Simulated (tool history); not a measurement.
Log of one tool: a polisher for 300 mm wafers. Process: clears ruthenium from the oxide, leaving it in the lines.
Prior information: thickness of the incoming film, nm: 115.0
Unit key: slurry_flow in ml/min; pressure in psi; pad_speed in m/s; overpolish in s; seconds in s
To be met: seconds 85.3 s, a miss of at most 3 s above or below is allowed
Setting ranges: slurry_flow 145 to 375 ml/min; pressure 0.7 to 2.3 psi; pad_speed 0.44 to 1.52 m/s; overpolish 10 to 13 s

run 1 day=0 | slurry_flow=240 pressure=1.5 pad_speed=0.98 overpolish=13 | seconds=133.89
run 2 day=0.192 | slurry_flow=240 pressure=1.3 pad_speed=0.98 overpolish=13 | seconds=151.43
run 3 day=0.412 | slurry_flow=240 pressure=1.3 pad_speed=0.98 overpolish=13 | seconds=152.49
run 4 day=0.783 | slurry_flow=240 pressure=1.4 pad_speed=0.98 overpolish=13 | seconds=146.05
run 5 day=1.033 | slurry_flow=240 pressure=1.5 pad_speed=0.98 overpolish=13 | seconds=132.73
run 6 day=1.204 | slurry_flow=240 pressure=1.5 pad_speed=0.98 overpolish=13 | seconds=131.76
run 7 day=1.288 | slurry_flow=240 pressure=1.6 pad_speed=0.98 overpolish=13 | seconds=127.62
run 8 day=1.4 | slurry_flow=240 pressure=1.7 pad_speed=0.98 overpolish=13 | seconds=118.92
run 9 day=1.504 | slurry_flow=240 pressure=1.8 pad_speed=0.98 overpolish=13 | seconds=111.96
run 10 day=1.688 | slurry_flow=240 pressure=1.9 pad_speed=0.98 overpolish=13 | seconds=107.24
run 11 day=2.05 | slurry_flow=240 pressure=2 pad_speed=0.98 overpolish=13 | seconds=101.65
run 12 day=2.071 | slurry_flow=240 pressure=2 pad_speed=0.98 overpolish=13 | seconds=99.951
run 13 day=2.142 | slurry_flow=245 pressure=2.1 pad_speed=0.98 overpolish=13 | seconds=97.076
run 14 day=2.267 | slurry_flow=245 pressure=2.2 pad_speed=1 overpolish=13 | seconds=91.05

Which single option among these 5 for the next run brings every result within its allowed miss of target? Just one does.
run A day=2.392 | slurry_flow=215 pressure=2 pad_speed=1.06 overpolish=11 | seconds=?
run B day=2.392 | slurry_flow=150 pressure=2.1 pad_speed=0.96 overpolish=10 | seconds=?
run C day=2.392 | slurry_flow=280 pressure=2.1 pad_speed=1 overpolish=13 | seconds=?
run D day=2.392 | slurry_flow=280 pressure=2.2 pad_speed=1.04 overpolish=13 | seconds=?
run E day=2.392 | slurry_flow=225 pressure=1.8 pad_speed=1.18 overpolish=13 | seconds=?

move=A seconds=94.438
move=B seconds=102.74
move=C seconds=92.195
move=D seconds=85.152
move=E seconds=94.81
A: lands further from the targets than the last run did
B: lands further from the targets than the last run did
C: lands further from the targets than the last run did
D: every result lands within tolerance
E: lands further from the targets than the last run did
The right move is D.
